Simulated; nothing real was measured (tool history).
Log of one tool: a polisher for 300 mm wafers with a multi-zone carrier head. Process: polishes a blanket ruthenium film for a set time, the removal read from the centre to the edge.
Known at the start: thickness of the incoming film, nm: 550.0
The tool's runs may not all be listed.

run	hour	flow of slurry (ml/min)	pressure of the head's centre zone	pressure of the head's middle zone	pressure of the head's edge zone	polishing time (s)	film removed at the wafer's centre (angstrom)	film removed at mid-radius (angstrom)	film removed at the wafer's edge (angstrom)
1	0.0	265	1.00	1.00	1.00	49	577.71	565.54	578.85
2	1.0	260	0.99	0.97	0.96	45	516.82	507.64	528.31
3	5.7	260	1.01	0.96	0.94	41	492.85	461.17	471.82
4	10.2	260	1.01	0.96	0.98	41	489.29	461.78	479.81
5	14.7	260	1.01	0.96	0.98	51	601.06	574.45	598.54
6	18.3	260	1.01	0.95	0.96	46	540.43	505.91	542.02

The next listed run, before its measurement:
7	21.2	255	1.01	0.95	0.95	42	?	?	?

{"run 7": {"film removed at the wafer's centre (angstrom)": 493.86, "film removed at mid-radius (angstrom)": 461.54, "film removed at the wafer's edge (angstrom)": 490.91}}
